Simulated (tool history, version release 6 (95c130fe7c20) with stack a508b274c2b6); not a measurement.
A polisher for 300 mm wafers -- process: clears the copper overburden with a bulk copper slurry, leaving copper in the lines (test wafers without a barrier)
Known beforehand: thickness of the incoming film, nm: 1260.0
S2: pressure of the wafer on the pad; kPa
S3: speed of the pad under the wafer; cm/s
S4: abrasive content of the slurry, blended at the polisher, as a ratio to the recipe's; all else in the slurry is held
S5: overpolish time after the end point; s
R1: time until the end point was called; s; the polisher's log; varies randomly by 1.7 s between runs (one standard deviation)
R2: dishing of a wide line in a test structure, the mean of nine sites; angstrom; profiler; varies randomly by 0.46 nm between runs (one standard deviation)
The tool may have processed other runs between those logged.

{"run": 1, "hour": 0.0, "flow of slurry (ml/min)": 220, "S2": 13.8, "S3": 142, "S4": 1, "S5": 9, "R1": 125.53, "R2": 537.28}
{"run": 2, "hour": 0.9, "flow of slurry (ml/min)": 220, "S2": 13.8, "S3": 174, "S4": 1, "S5": 9, "R1": 107.19, "R2": 601.37}
{"run": 3, "hour": 4.5, "flow of slurry (ml/min)": 220, "S2": 13.1, "S3": 174, "S4": 1, "S5": 9, "R1": 111.44, "R2": 578.4}
{"run": 4, "hour": 11.6, "flow of slurry (ml/min)": 220, "S2": 13.1, "S3": 174, "S4": 1.15, "S5": 9, "R1": 108.59, "R2": 595.86}
{"run": 5, "hour": 13.5, "flow of slurry (ml/min)": 220, "S2": 13.1, "S3": 174, "S4": 1.25, "S5": 9, "R1": 109.42, "R2": 592.94}
{"run": 6, "hour": 20.8, "flow of slurry (ml/min)": 220, "S2": 12.4, "S3": 174, "S4": 1.25, "S5": 9, "R1": 114.48, "R2": 580.24}

What does the tool deliver on the next run?
{"run": 7, "hour": 26.4, "flow of slurry (ml/min)": 220, "S2": 11.7, "S3": 174, "S4": 1.25, "S5": 9, "R1": "?", "R2": "?"}

Run 7 gave R1 117.3 s, R2 546.11 angstrom.

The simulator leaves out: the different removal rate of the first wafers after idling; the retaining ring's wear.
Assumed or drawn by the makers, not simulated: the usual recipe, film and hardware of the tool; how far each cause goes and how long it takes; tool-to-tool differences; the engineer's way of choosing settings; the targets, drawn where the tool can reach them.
